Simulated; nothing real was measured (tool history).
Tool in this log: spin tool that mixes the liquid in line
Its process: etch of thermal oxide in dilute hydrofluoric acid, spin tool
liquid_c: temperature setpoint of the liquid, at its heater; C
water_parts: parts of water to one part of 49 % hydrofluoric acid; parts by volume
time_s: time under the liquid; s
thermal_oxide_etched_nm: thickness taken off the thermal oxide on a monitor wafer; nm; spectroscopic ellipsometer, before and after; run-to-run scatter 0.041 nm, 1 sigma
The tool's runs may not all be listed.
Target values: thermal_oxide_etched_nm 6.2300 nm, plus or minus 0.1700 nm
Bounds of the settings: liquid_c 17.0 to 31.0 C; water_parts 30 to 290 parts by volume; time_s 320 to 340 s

run	hour	liquid_c	water_parts	time_s	thermal_oxide_etched_nm
1	0.0	23.0	160	320	9.5392
2	1.4	22.5	165	320	9.1241
3	2.8	22.0	170	320	8.5341
4	11.6	21.5	170	320	8.4183
5	12.9	21.5	130	320	11.4690
6	21.2	21.0	135	320	10.7700
7	22.1	20.5	140	320	10.2410
8	27.0	17.0	200	320	5.8599
9	33.3	18.0	200	320	5.9773

Which single option among these 5 for the next run brings every result within its allowed miss of target? Just one does.
A	39.6	19.0	190	320	?
B	39.6	18.0	220	335	?
C	39.6	19.0	210	335	?
D	39.6	17.0	190	340	?
E	39.6	18.5	220	340	?

move	thermal_oxide_etched_nm
A	6.6682
B	5.6327
C	6.1899
D	6.5563
E	5.8264
A: takes the biggest miss from the last run beyond its target
B: its largest miss is bigger than the last run's
C: all results in spec
D: takes the biggest miss from the last run beyond its target
E: its largest miss is bigger than the last run's
C is the move that brings every result within its allowed miss.
